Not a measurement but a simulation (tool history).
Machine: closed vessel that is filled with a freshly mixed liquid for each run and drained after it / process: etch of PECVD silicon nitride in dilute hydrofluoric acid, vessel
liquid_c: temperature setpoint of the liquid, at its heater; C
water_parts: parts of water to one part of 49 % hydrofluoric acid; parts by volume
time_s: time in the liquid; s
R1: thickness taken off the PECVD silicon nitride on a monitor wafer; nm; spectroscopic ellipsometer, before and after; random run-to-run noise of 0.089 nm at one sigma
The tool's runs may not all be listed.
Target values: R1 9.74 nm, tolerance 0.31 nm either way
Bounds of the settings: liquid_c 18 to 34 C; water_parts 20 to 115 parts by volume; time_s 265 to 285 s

run 1 hour=0 | liquid_c=26 water_parts=65 time_s=265 | R1=8.1491
run 2 hour=7.2 | liquid_c=26 water_parts=85 time_s=265 | R1=6.1759
run 3 hour=7.9 | liquid_c=26 water_parts=85 time_s=285 | R1=6.701
run 4 hour=9.6 | liquid_c=27.5 water_parts=85 time_s=285 | R1=7.4505
run 5 hour=13.9 | liquid_c=27.5 water_parts=85 time_s=265 | R1=6.8748
run 6 hour=18.6 | liquid_c=27.5 water_parts=100 time_s=265 | R1=5.8078
run 7 hour=23.3 | liquid_c=29.5 water_parts=100 time_s=265 | R1=6.7335
run 8 hour=30.6 | liquid_c=33.5 water_parts=95 time_s=265 | R1=8.9461

Pick the move, out of 4, that brings all results within their allowed miss; only one does.
run A hour=37.9 | liquid_c=32.5 water_parts=100 time_s=270 | R1=?
run B hour=37.9 | liquid_c=34 water_parts=95 time_s=275 | R1=?
run C hour=37.9 | liquid_c=32.5 water_parts=105 time_s=280 | R1=?
run D hour=37.9 | liquid_c=34 water_parts=110 time_s=265 | R1=?

move=A R1=8.1805
move=B R1=9.6213
move=C R1=8.0736
move=D R1=7.9837
A: further off than the last run
B: meets every target
C: further off than the last run
D: further off than the last run
The move that meets every target is B.

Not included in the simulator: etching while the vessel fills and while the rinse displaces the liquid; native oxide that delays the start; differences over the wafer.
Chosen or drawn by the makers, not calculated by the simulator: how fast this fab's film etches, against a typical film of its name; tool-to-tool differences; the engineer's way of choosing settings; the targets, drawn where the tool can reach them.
